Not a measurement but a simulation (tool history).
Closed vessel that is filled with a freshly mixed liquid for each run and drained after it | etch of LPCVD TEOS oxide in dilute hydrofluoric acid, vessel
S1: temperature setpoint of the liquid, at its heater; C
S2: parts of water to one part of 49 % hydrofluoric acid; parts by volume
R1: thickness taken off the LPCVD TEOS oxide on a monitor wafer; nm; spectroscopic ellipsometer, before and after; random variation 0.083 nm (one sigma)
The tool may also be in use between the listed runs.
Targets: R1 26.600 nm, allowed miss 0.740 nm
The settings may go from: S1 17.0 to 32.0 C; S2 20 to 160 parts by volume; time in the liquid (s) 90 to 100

run 1 hour=0.0 | S1=24.0 S2=90 time_in_the_liquid_(s)=90 | R1=37.767
run 2 hour=4.8 | S1=22.0 S2=90 time_in_the_liquid_(s)=90 | R1=34.969
run 3 hour=6.1 | S1=22.0 S2=90 time_in_the_liquid_(s)=90 | R1=34.878
run 4 hour=10.6 | S1=20.5 S2=90 time_in_the_liquid_(s)=90 | R1=32.915
run 5 hour=13.1 | S1=20.5 S2=90 time_in_the_liquid_(s)=90 | R1=32.820
run 6 hour=21.9 | S1=19.0 S2=90 time_in_the_liquid_(s)=90 | R1=30.971
run 7 hour=24.7 | S1=18.5 S2=90 time_in_the_liquid_(s)=90 | R1=30.265
run 8 hour=34.0 | S1=18.0 S2=90 time_in_the_liquid_(s)=90 | R1=29.722
run 9 hour=43.2 | S1=17.5 S2=90 time_in_the_liquid_(s)=90 | R1=29.126

Which of these 5 next moves meets every target?
run A hour=52.4 | S1=17.0 S2=105 time_in_the_liquid_(s)=95 | R1=?
run B hour=52.4 | S1=17.0 S2=100 time_in_the_liquid_(s)=95 | R1=?
run C hour=52.4 | S1=19.0 S2=110 time_in_the_liquid_(s)=90 | R1=?
run D hour=52.4 | S1=17.0 S2=100 time_in_the_liquid_(s)=100 | R1=?
run E hour=52.4 | S1=17.5 S2=110 time_in_the_liquid_(s)=95 | R1=?

move=A R1=25.392
move=B R1=26.800
move=C R1=24.825
move=D R1=28.211
move=E R1=24.624
A: takes the result that was furthest off past its target
B: meets every target
C: takes the result that was furthest off past its target
D: nearer than the last run, and not there yet
E: takes the result that was furthest off past its target
Move B is the one to make.

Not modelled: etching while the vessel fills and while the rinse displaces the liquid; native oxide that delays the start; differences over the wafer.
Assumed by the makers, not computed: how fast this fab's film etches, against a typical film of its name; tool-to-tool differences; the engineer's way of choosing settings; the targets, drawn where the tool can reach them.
